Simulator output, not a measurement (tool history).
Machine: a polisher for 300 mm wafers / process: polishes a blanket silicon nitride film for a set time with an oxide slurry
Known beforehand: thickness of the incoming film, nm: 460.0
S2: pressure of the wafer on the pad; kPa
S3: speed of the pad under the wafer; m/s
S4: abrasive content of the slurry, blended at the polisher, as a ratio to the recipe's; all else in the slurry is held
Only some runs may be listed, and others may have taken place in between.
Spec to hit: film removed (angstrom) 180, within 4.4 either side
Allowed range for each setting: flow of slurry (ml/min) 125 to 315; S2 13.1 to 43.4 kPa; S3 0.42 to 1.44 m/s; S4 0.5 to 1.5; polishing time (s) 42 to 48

{"run": 1, "day": 0.0, "flow of slurry (ml/min)": 205, "S2": 28.3, "S3": 0.92, "S4": 1, "polishing time (s)": 48, "film removed (angstrom)": 380.28}
{"run": 2, "day": 0.179, "flow of slurry (ml/min)": 205, "S2": 28.3, "S3": 1.1, "S4": 1, "polishing time (s)": 48, "film removed (angstrom)": 430.03}
{"run": 3, "day": 0.25, "flow of slurry (ml/min)": 180, "S2": 28.3, "S3": 1.1, "S4": 1, "polishing time (s)": 48, "film removed (angstrom)": 415.93}
{"run": 4, "day": 0.567, "flow of slurry (ml/min)": 175, "S2": 25.5, "S3": 1.04, "S4": 1, "polishing time (s)": 48, "film removed (angstrom)": 361.96}
{"run": 5, "day": 0.85, "flow of slurry (ml/min)": 175, "S2": 25.5, "S3": 1.04, "S4": 1.15, "polishing time (s)": 48, "film removed (angstrom)": 385.09}
{"run": 6, "day": 0.967, "flow of slurry (ml/min)": 175, "S2": 25.5, "S3": 0.9, "S4": 1.15, "polishing time (s)": 48, "film removed (angstrom)": 351.28}
{"run": 7, "day": 1.058, "flow of slurry (ml/min)": 170, "S2": 23.4, "S3": 0.86, "S4": 1.15, "polishing time (s)": 48, "film removed (angstrom)": 315.63}
{"run": 8, "day": 1.396, "flow of slurry (ml/min)": 165, "S2": 21.4, "S3": 0.82, "S4": 1.15, "polishing time (s)": 48, "film removed (angstrom)": 276.26}
{"run": 9, "day": 1.646, "flow of slurry (ml/min)": 160, "S2": 20, "S3": 0.8, "S4": 1.15, "polishing time (s)": 48, "film removed (angstrom)": 256.67}
{"run": 10, "day": 1.767, "flow of slurry (ml/min)": 155, "S2": 18.6, "S3": 0.78, "S4": 1.15, "polishing time (s)": 48, "film removed (angstrom)": 234.03}
{"run": 11, "day": 1.929, "flow of slurry (ml/min)": 150, "S2": 17.9, "S3": 0.78, "S4": 1.15, "polishing time (s)": 48, "film removed (angstrom)": 220.8}
{"run": 12, "day": 2.254, "flow of slurry (ml/min)": 145, "S2": 17.2, "S3": 0.78, "S4": 1.15, "polishing time (s)": 48, "film removed (angstrom)": 214.1}
{"run": 13, "day": 2.571, "flow of slurry (ml/min)": 140, "S2": 16.5, "S3": 0.78, "S4": 1.15, "polishing time (s)": 48, "film removed (angstrom)": 207.34}
{"run": 14, "day": 2.825, "flow of slurry (ml/min)": 140, "S2": 16.5, "S3": 0.78, "S4": 1.15, "polishing time (s)": 48, "film removed (angstrom)": 205.37}
{"run": 15, "day": 3.112, "flow of slurry (ml/min)": 140, "S2": 15.9, "S3": 0.78, "S4": 1.15, "polishing time (s)": 48, "film removed (angstrom)": 196.34}
{"run": 16, "day": 3.288, "flow of slurry (ml/min)": 135, "S2": 15.2, "S3": 0.78, "S4": 1.15, "polishing time (s)": 48, "film removed (angstrom)": 186.18}
{"run": 17, "day": 3.308, "flow of slurry (ml/min)": 130, "S2": 15.2, "S3": 0.78, "S4": 1.15, "polishing time (s)": 48, "film removed (angstrom)": 184.44}

Next run, 4 choices. One meets every target within its allowed miss, the rest don't. Which?
{"run": "A", "day": 3.329, "flow of slurry (ml/min)": 170, "S2": 15.2, "S3": 0.88, "S4": 0.9, "polishing time (s)": 47, "film removed (angstrom)": "?"}
{"run": "B", "day": 3.329, "flow of slurry (ml/min)": 130, "S2": 14.5, "S3": 0.94, "S4": 1.15, "polishing time (s)": 46, "film removed (angstrom)": "?"}
{"run": "C", "day": 3.329, "flow of slurry (ml/min)": 160, "S2": 15.9, "S3": 0.8, "S4": 1.1, "polishing time (s)": 43, "film removed (angstrom)": "?"}
{"run": "D", "day": 3.329, "flow of slurry (ml/min)": 140, "S2": 14.5, "S3": 1.02, "S4": 1, "polishing time (s)": 45, "film removed (angstrom)": "?"}

move=A film_removed_(angstrom)=186.77
move=B film_removed_(angstrom)=188.59
move=C film_removed_(angstrom)=179.41
move=D film_removed_(angstrom)=187.42
A: its largest miss is bigger than the last run's
B: its largest miss is bigger than the last run's
C: all results in spec
D: its largest miss is bigger than the last run's
So the answer is move C, the one that meets all the targets.
